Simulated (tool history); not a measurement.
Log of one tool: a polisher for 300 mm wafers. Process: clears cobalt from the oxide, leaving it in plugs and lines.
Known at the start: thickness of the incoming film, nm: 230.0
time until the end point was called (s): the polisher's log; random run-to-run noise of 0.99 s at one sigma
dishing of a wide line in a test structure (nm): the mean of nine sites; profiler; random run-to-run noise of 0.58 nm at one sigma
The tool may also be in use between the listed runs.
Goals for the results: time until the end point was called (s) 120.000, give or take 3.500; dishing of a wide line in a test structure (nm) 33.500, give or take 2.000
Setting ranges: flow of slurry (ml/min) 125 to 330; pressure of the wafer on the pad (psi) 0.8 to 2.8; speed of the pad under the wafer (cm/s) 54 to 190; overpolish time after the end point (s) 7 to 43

run	hour	flow of slurry (ml/min)	pressure of the wafer on the pad (psi)	speed of the pad under the wafer (cm/s)	overpolish time after the end point (s)	time until the end point was called (s)	dishing of a wide line in a test structure (nm)
1	0.0	210	1.8	122	22	47.981	47.706
2	1.7	210	1.8	108	22	53.891	44.641
3	7.7	205	1.5	100	22	68.044	40.002
4	11.4	160	1.5	100	22	69.980	40.151
5	16.1	155	1.3	96	23	82.928	36.800
6	20.5	155	1.0	96	23	101.030	32.751
7	22.2	155	0.9	94	25	113.070	32.148
8	24.2	155	0.9	94	26	111.810	32.830
9	30.7	155	0.9	94	27	112.560	34.281

4 candidate next runs follow, results not yet known. Just one meets every target within its allowed miss. Identify it.
A	37.2	250	0.8	82	35	?	?
B	37.2	130	1.0	84	21	?	?
C	37.2	155	0.9	88	28	?	?
D	37.2	125	1.0	80	34	?	?

move	time until the end point was called (s)	dishing of a wide line in a test structure (nm)
A	129.930	36.159
B	119.120	27.588
C	119.170	33.290
D	125.920	36.121
A: carries the result that was furthest off beyond its target, to the other side
B: puts the biggest miss on target and leaves a different result outside tolerance
C: each result inside its tolerance
D: carries the result that was furthest off beyond its target, to the other side
C meets every target.
